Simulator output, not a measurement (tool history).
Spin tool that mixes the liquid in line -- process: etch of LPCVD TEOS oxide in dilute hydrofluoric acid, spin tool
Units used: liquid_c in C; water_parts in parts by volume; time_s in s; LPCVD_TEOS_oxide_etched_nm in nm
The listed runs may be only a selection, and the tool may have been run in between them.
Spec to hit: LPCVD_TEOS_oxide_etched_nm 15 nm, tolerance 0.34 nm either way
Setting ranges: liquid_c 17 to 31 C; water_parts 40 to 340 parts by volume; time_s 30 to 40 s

run 1 hour=0 | liquid_c=23 water_parts=190 time_s=40 | LPCVD_TEOS_oxide_etched_nm=3.601
run 2 hour=8.9 | liquid_c=23 water_parts=150 time_s=40 | LPCVD_TEOS_oxide_etched_nm=4.7534
run 3 hour=12.2 | liquid_c=24 water_parts=140 time_s=40 | LPCVD_TEOS_oxide_etched_nm=5.3758
run 4 hour=17.1 | liquid_c=26.5 water_parts=140 time_s=40 | LPCVD_TEOS_oxide_etched_nm=5.9851
run 5 hour=25.4 | liquid_c=24 water_parts=140 time_s=40 | LPCVD_TEOS_oxide_etched_nm=5.3867
run 6 hour=33.3 | liquid_c=20.5 water_parts=140 time_s=40 | LPCVD_TEOS_oxide_etched_nm=4.6779
run 7 hour=41.1 | liquid_c=21.5 water_parts=130 time_s=40 | LPCVD_TEOS_oxide_etched_nm=5.2771
run 8 hour=43.7 | liquid_c=22.5 water_parts=120 time_s=40 | LPCVD_TEOS_oxide_etched_nm=6.0666
run 9 hour=49.4 | liquid_c=23.5 water_parts=110 time_s=40 | LPCVD_TEOS_oxide_etched_nm=6.9866
run 10 hour=53 | liquid_c=24.5 water_parts=105 time_s=40 | LPCVD_TEOS_oxide_etched_nm=7.6509
run 11 hour=58.3 | liquid_c=25 water_parts=100 time_s=40 | LPCVD_TEOS_oxide_etched_nm=8.2085
run 12 hour=65.8 | liquid_c=25.5 water_parts=95 time_s=40 | LPCVD_TEOS_oxide_etched_nm=8.9533
run 13 hour=74.1 | liquid_c=26 water_parts=90 time_s=40 | LPCVD_TEOS_oxide_etched_nm=9.6937
run 14 hour=81.8 | liquid_c=26.5 water_parts=90 time_s=40 | LPCVD_TEOS_oxide_etched_nm=9.8001
run 15 hour=86.1 | liquid_c=27 water_parts=90 time_s=40 | LPCVD_TEOS_oxide_etched_nm=10.073
-- hour=89.5 thermometer replaced
run 16 hour=89.5 | liquid_c=27.5 water_parts=90 time_s=40 | LPCVD_TEOS_oxide_etched_nm=10.643

Which single option among these 4 for the next run brings every result within its allowed miss of target? Just one does.
run A hour=92.9 | liquid_c=29 water_parts=70 time_s=40 | LPCVD_TEOS_oxide_etched_nm=?
run B hour=92.9 | liquid_c=27.5 water_parts=70 time_s=40 | LPCVD_TEOS_oxide_etched_nm=?
run C hour=92.9 | liquid_c=23.5 water_parts=60 time_s=40 | LPCVD_TEOS_oxide_etched_nm=?
run D hour=92.9 | liquid_c=26 water_parts=65 time_s=40 | LPCVD_TEOS_oxide_etched_nm=?

move=A LPCVD_TEOS_oxide_etched_nm=14.868
move=B LPCVD_TEOS_oxide_etched_nm=14.021
move=C LPCVD_TEOS_oxide_etched_nm=14.119
move=D LPCVD_TEOS_oxide_etched_nm=14.326
A: every result within its allowed miss
B: an improvement on the last run, though not all results are within tolerance
C: an improvement on the last run, though not all results are within tolerance
D: an improvement on the last run, though not all results are within tolerance
Go with A: it meets all targets.
